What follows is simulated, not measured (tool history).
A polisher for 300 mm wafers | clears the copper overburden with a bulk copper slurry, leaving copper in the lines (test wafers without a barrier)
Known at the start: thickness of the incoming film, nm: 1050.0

run  hour  flow of slurry (ml/min)  pressure of the wafer on the pad (kPa)  speed of the pad under the wafer (cm/s)  abrasive content of the slurry  overpolish time after the end point (s)  time until the end point was called (s)  dishing of a wide line in a test structure (nm)
  1     0                      280                                    15.2                                      122                               1                                       21                                   112.23                                           75.973
  2   8.6                      280                                    17.2                                      124                               1                                       17                                   96.765                                           77.025
  3  14.9                      280                                    17.2                                      124                               1                                       26                                   96.608                                           88.221
  4  16.1                      280                                    18.6                                      126                               1                                       21                                   88.225                                             88.2
  5  17.3                      280                                    19.3                                      128                               1                                       16                                   83.961                                           79.835
  6  21.8                      280                                    19.3                                      128                               1                                       10                                   83.535                                           66.537

The next listed run, before its measurement:
  7    24                      280                                      20                                      128                               1                                       11                                        ?                                                ?

Run 7 gave time until the end point was called (s) 83.213, dishing of a wide line in a test structure (nm) 71.532.

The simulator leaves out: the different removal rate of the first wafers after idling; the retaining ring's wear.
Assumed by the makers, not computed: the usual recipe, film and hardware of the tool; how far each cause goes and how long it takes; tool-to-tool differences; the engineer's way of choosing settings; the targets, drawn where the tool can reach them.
